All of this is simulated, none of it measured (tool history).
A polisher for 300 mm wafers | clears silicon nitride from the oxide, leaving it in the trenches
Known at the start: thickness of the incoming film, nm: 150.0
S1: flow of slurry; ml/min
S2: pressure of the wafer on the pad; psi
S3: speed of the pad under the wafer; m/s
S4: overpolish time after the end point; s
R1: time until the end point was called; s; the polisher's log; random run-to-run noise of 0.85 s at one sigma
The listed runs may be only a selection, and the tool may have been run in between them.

| run | hour | S1 | S2 | S3 | S4 | R1 |
|---|---|---|---|---|---|---|
| 1 | 0 | 305 | 2.8 | 1.04 | 6 | 139.92 |
| 2 | 3.4 | 305 | 2.8 | 0.9 | 6 | 162.86 |
| 3 | 9.3 | 305 | 2.8 | 0.9 | 6 | 161.51 |
| 4 | 14.3 | 305 | 3.1 | 0.94 | 6 | 140.47 |
| 5 | 15.6 | 305 | 3.4 | 0.98 | 6 | 120.08 |
| 6 | 24.2 | 305 | 3.6 | 1.02 | 6 | 110.52 |
| 7 | 26.7 | 305 | 3.8 | 1.06 | 6 | 100.88 |
| 8 | 34.3 | 305 | 3.9 | 1.1 | 6 | 95.334 |
| 9 | 38.8 | 305 | 4 | 1.14 | 6 | 91.302 |
| 10 | 46.4 | 305 | 4.1 | 1.18 | 6 | 84.028 |
| 11 | 50.9 | 305 | 4.2 | 1.2 | 6 | 81.51 |
| 12 | 57.7 | 305 | 4.2 | 1.22 | 6 | 81.547 |
| 13 | 58.3 | 305 | 4.2 | 1.24 | 6 | 78.938 |

Predict the results of run 14:
| 14 | 60.1 | 305 | 4.3 | 1.26 | 6 | ? |

Run 14 measured R1 74.709 s.
